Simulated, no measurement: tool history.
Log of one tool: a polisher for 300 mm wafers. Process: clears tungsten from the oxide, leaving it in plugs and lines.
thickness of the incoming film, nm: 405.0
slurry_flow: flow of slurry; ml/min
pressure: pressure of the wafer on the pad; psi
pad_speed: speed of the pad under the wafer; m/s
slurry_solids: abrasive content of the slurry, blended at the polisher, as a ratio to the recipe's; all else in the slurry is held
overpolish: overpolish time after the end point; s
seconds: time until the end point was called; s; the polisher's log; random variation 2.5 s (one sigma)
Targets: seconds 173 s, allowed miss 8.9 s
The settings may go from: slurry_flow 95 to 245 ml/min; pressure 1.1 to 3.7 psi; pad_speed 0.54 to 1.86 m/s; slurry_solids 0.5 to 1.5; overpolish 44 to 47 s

run,day,slurry_flow,pressure,pad_speed,slurry_solids,overpolish,seconds
1,0,155,2.4,1.18,1,44,123.83
2,0.333,155,2.4,1.36,1,44,109.23
3,0.588,155,2.1,1.34,1,44,122.47
4,0.671,155,1.9,1.32,1,44,139.81
5,0.754,140,1.9,1.32,1,44,140.92
6,1.038,140,1.9,1.32,1,44,143.13
7,1.171,135,1.8,1.32,1,44,149.69
8,1.329,130,1.7,1.32,1,44,161.42
9,1.508,125,1.7,1.32,1,44,159.38

4 next moves are on the table. One of them brings every result within its allowed miss. Which?
A,1.688,120,1.5,1.2,1,44,?
B,1.688,150,1.6,1.06,1.15,44,?
C,1.688,160,1.6,1.22,1,47,?
D,1.688,150,1.1,1.52,1,44,?

move,seconds
A,200.26
B,193.16
C,174.85
D,200.66
A: takes the result that was furthest off past its target
B: takes the result that was furthest off past its target
C: meets every target
D: takes the result that was furthest off past its target
Move C is the one to make.

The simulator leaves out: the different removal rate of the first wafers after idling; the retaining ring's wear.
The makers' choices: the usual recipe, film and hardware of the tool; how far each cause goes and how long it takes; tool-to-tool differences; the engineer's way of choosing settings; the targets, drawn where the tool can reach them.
